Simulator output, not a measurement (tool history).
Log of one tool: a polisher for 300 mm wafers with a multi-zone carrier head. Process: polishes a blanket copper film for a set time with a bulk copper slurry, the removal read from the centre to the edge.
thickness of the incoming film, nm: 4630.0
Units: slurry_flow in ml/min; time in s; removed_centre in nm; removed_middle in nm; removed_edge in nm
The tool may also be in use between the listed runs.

run	day	slurry_flow	centre_zone	middle_zone	edge_zone	slurry_solids	time	removed_centre	removed_middle	removed_edge
1	0.000	235	1.00	1.00	1.00	1.00	82	589.36	619.80	606.95
2	0.129	235	0.98	1.00	0.96	0.90	78	541.33	577.33	558.19
3	0.312	235	0.91	1.00	0.96	0.90	78	511.19	584.23	567.43
4	0.333	235	0.91	0.95	0.96	0.90	78	517.37	567.38	563.23
5	0.383	235	0.91	0.97	0.92	0.80	74	480.46	529.87	502.66
6	0.683	230	0.89	0.96	0.90	0.70	73	453.77	512.19	494.12
7	0.908	235	0.90	0.97	0.88	0.65	71	446.89	504.21	461.38
8	0.988	230	0.89	0.96	0.87	0.60	70	435.60	490.64	450.75
9	1.071	225	0.89	0.96	0.86	0.55	69	425.85	475.95	443.99

The next listed run, before its measurement:
10	1.221	225	0.89	0.96	0.85	0.55	68	?	?	?

removed_centre: 420.52 nm
removed_middle: 461.53 nm
removed_edge: 439.16 nm
